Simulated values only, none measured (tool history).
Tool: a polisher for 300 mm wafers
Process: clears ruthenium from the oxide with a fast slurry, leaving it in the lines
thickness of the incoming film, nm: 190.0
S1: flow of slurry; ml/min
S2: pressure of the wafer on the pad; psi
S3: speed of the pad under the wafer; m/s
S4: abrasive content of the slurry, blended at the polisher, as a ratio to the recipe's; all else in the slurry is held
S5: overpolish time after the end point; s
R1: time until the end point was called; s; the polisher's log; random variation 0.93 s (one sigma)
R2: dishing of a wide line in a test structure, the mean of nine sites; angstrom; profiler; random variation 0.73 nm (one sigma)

run 1 hour=0.0 | S1=130 S2=1.6 S3=0.92 S4=1.0 S5=19 | R1=89.505 R2=291.11
run 2 hour=5.9 | S1=130 S2=1.6 S3=0.92 S4=1.0 S5=23 | R1=87.326 R2=352.97
run 3 hour=11.5 | S1=130 S2=1.6 S3=0.92 S4=0.9 S5=23 | R1=90.449 R2=333.84
run 4 hour=14.9 | S1=125 S2=1.6 S3=0.92 S4=0.9 S5=24 | R1=91.495 R2=342.64
run 5 hour=21.6 | S1=125 S2=1.4 S3=0.92 S4=0.9 S5=24 | R1=99.589 R2=315.43
run 6 hour=25.8 | S1=125 S2=1.4 S3=0.92 S4=0.9 S5=25 | R1=100.090 R2=336.19
run 7 hour=34.5 | S1=125 S2=1.4 S3=0.92 S4=0.9 S5=26 | R1=100.690 R2=345.05
run 8 hour=39.5 | S1=125 S2=1.4 S3=0.92 S4=0.9 S5=27 | R1=101.210 R2=350.22
run 9 hour=47.5 | S1=125 S2=1.4 S3=0.92 S4=0.9 S5=28 | R1=100.450 R2=370.09

Run 10 comes next. What will it give?
run 10 hour=49.2 | S1=125 S2=1.4 S3=0.92 S4=0.9 S5=29 | R1=? R2=?

R1: 99.593 s
R2: 375.18 angstrom

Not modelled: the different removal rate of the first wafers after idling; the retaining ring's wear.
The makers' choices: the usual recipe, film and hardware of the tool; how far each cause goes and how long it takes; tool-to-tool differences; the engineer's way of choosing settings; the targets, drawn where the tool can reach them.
